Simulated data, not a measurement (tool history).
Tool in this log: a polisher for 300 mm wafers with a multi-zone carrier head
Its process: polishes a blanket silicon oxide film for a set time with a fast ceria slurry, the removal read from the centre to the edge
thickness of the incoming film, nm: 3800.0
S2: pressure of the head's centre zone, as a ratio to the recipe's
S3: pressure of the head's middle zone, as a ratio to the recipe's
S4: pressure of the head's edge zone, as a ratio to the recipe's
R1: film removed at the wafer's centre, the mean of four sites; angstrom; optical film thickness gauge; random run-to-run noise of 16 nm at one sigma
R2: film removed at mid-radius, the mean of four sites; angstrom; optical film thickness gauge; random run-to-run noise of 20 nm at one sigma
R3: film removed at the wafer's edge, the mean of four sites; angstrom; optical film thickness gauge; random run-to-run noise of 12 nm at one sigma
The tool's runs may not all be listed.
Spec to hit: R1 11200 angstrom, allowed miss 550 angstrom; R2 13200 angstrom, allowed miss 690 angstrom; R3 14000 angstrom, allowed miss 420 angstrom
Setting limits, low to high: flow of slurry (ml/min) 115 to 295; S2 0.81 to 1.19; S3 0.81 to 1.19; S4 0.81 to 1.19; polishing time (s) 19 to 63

{"run": 1, "hour": 0.0, "flow of slurry (ml/min)": 190, "S2": 1, "S3": 1, "S4": 1, "polishing time (s)": 41, "R1": 9564.8, "R2": 9754.4, "R3": 9779.2}
{"run": 2, "hour": 0.9, "flow of slurry (ml/min)": 205, "S2": 1, "S3": 1, "S4": 1, "polishing time (s)": 41, "R1": 9760, "R2": 9617.3, "R3": 9738.2}
{"run": 3, "hour": 7.4, "flow of slurry (ml/min)": 205, "S2": 1, "S3": 1, "S4": 1, "polishing time (s)": 36, "R1": 8554, "R2": 8685.6, "R3": 8486.1}
{"run": 4, "hour": 14.0, "flow of slurry (ml/min)": 205, "S2": 0.97, "S3": 1, "S4": 1, "polishing time (s)": 36, "R1": 8454, "R2": 8502.8, "R3": 8570.4}
{"run": 5, "hour": 19.4, "flow of slurry (ml/min)": 205, "S2": 0.97, "S3": 1, "S4": 1, "polishing time (s)": 29, "R1": 6685.5, "R2": 6986.7, "R3": 6934.2}
{"run": 6, "hour": 25.0, "flow of slurry (ml/min)": 205, "S2": 0.91, "S3": 1, "S4": 1, "polishing time (s)": 29, "R1": 6277, "R2": 6770.5, "R3": 6996.9}
{"run": 7, "hour": 29.0, "flow of slurry (ml/min)": 200, "S2": 0.9, "S3": 1.01, "S4": 1.01, "polishing time (s)": 33, "R1": 6922.4, "R2": 7839.8, "R3": 7817.2}
{"run": 8, "hour": 30.3, "flow of slurry (ml/min)": 195, "S2": 0.89, "S3": 1, "S4": 1.02, "polishing time (s)": 36, "R1": 7571.5, "R2": 8446.3, "R3": 8695.9}
{"run": 9, "hour": 31.7, "flow of slurry (ml/min)": 195, "S2": 0.89, "S3": 1, "S4": 1.04, "polishing time (s)": 38, "R1": 8086.5, "R2": 8900.5, "R3": 9126.4}
{"run": 10, "hour": 35.7, "flow of slurry (ml/min)": 190, "S2": 0.88, "S3": 1, "S4": 1.05, "polishing time (s)": 40, "R1": 8224.9, "R2": 9164.6, "R3": 9650.9}
{"run": 11, "hour": 39.9, "flow of slurry (ml/min)": 185, "S2": 0.87, "S3": 1, "S4": 1.06, "polishing time (s)": 42, "R1": 8644.7, "R2": 9641.4, "R3": 9877.1}
{"run": 12, "hour": 48.9, "flow of slurry (ml/min)": 190, "S2": 0.86, "S3": 1, "S4": 1.07, "polishing time (s)": 44, "R1": 8868.1, "R2": 10205, "R3": 10740}
{"run": 13, "hour": 54.8, "flow of slurry (ml/min)": 195, "S2": 0.86, "S3": 1.01, "S4": 1.08, "polishing time (s)": 45, "R1": 9022.8, "R2": 10780, "R3": 10940}
{"run": 14, "hour": 62.1, "flow of slurry (ml/min)": 200, "S2": 0.86, "S3": 1, "S4": 1.09, "polishing time (s)": 46, "R1": 9340.1, "R2": 10883, "R3": 11350}
{"run": 15, "hour": 67.0, "flow of slurry (ml/min)": 205, "S2": 0.86, "S3": 1, "S4": 1.1, "polishing time (s)": 47, "R1": 9636.3, "R2": 11009, "R3": 11579}

Which single option among these 5 for the next run brings every result within its allowed miss of target? Just one does.
{"run": "A", "hour": 71.9, "flow of slurry (ml/min)": 270, "S2": 0.84, "S3": 1.01, "S4": 1.16, "polishing time (s)": 54, "R1": "?", "R2": "?", "R3": "?"}
{"run": "B", "hour": 71.9, "flow of slurry (ml/min)": 295, "S2": 0.84, "S3": 0.99, "S4": 1.07, "polishing time (s)": 39, "R1": "?", "R2": "?", "R3": "?"}
{"run": "C", "hour": 71.9, "flow of slurry (ml/min)": 220, "S2": 0.95, "S3": 1.14, "S4": 1.02, "polishing time (s)": 52, "R1": "?", "R2": "?", "R3": "?"}
{"run": "D", "hour": 71.9, "flow of slurry (ml/min)": 200, "S2": 0.86, "S3": 0.81, "S4": 1.17, "polishing time (s)": 58, "R1": "?", "R2": "?", "R3": "?"}
{"run": "E", "hour": 71.9, "flow of slurry (ml/min)": 235, "S2": 0.9, "S3": 1.09, "S4": 1, "polishing time (s)": 39, "R1": "?", "R2": "?", "R3": "?"}

move=A R1=11400 R2=13188 R3=13856
move=B R1=8318.3 R2=9454.8 R3=9746.9
move=C R1=12089 R2=13720 R3=12390
move=D R1=11978 R2=11332 R3=14537
move=E R1=8668.8 R2=9992.9 R3=9288.5
A: every result within its allowed miss
B: moves away from the targets compared with the last run
C: better than the last run, though not everything is in spec
D: carries the result that was furthest off beyond its target, to the other side
E: moves away from the targets compared with the last run
The move that meets every target is A.
